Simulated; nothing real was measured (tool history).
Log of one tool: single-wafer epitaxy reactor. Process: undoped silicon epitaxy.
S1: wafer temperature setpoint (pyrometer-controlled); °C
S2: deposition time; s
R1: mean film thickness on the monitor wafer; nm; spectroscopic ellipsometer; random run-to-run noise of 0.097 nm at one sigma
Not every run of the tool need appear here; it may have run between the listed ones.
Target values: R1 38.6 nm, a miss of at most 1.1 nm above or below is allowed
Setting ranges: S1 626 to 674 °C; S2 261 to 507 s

| run | hour | S1 | S2 | R1 |
|---|---|---|---|---|
| 1 | 0 | 650 | 384 | 62.307 |
| 2 | 7.6 | 646 | 383 | 57.656 |
| 3 | 8.9 | 651 | 383 | 63.377 |
| 4 | 11.8 | 661 | 383 | 76.823 |
| 5 | 14.8 | 661 | 356 | 71.216 |
| 6 | 18.9 | 665 | 356 | 76.829 |
| 7 | 20.4 | 659 | 354 | 68.408 |
| 8 | 24.3 | 654 | 352 | 61.626 |
| 9 | 30.6 | 650 | 351 | 57.395 |
| 10 | 35.1 | 646 | 350 | 53.055 |
| 11 | 43.3 | 643 | 349 | 49.574 |

Consider the 5 candidate settings below. Which is the only one whose results all fall within their allowed miss of target?
| A | 51.5 | 637 | 303 | ? |
| B | 51.5 | 659 | 366 | ? |
| C | 51.5 | 636 | 352 | ? |
| D | 51.5 | 632 | 378 | ? |
| E | 51.5 | 642 | 305 | ? |

| move | R1 |
|---|---|
| A | 38.239 |
| B | 70.545 |
| C | 43.558 |
| D | 43.218 |
| E | 42.447 |
A: hits every target within its allowed miss
B: further off than the last run
C: gains on the last run, yet a result remains outside its allowed miss
D: gains on the last run, yet a result remains outside its allowed miss
E: gains on the last run, yet a result remains outside its allowed miss
So the answer is move A, the one that meets all the targets.
